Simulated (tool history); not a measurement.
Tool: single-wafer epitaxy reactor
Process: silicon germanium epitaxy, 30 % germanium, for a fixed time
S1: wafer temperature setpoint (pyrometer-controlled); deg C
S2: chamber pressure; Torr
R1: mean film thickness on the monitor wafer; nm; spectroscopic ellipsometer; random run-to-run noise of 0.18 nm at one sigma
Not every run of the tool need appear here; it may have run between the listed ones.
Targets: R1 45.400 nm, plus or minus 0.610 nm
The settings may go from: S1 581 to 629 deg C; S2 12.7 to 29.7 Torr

run	hour	S1	S2	R1
1	0.0	605	21.2	63.822
2	1.2	610	21.2	69.975
3	8.3	605	21.1	64.340
4	9.3	605	22.5	66.090
5	16.6	605	20.0	63.169
6	19.0	605	17.8	60.347
7	23.8	602	17.8	57.364
8	27.7	599	17.8	54.122
9	31.8	597	17.8	52.455
10	33.8	595	17.8	50.612
11	40.8	594	17.8	49.714
12	49.6	593	17.8	48.518

Which single option among these 4 for the next run brings every result within its allowed miss of target? Just one does.
A	58.4	590	18.8	?
B	58.4	590	15.6	?
C	58.4	589	18.2	?
D	58.4	591	15.1	?

move	R1
A	47.038
B	43.999
C	45.656
D	44.288
A: closes in on the targets versus the last run, not all within tolerance yet
B: takes the biggest miss from the last run beyond its target
C: every result lands within tolerance
D: takes the biggest miss from the last run beyond its target
Go with C: it meets all targets.

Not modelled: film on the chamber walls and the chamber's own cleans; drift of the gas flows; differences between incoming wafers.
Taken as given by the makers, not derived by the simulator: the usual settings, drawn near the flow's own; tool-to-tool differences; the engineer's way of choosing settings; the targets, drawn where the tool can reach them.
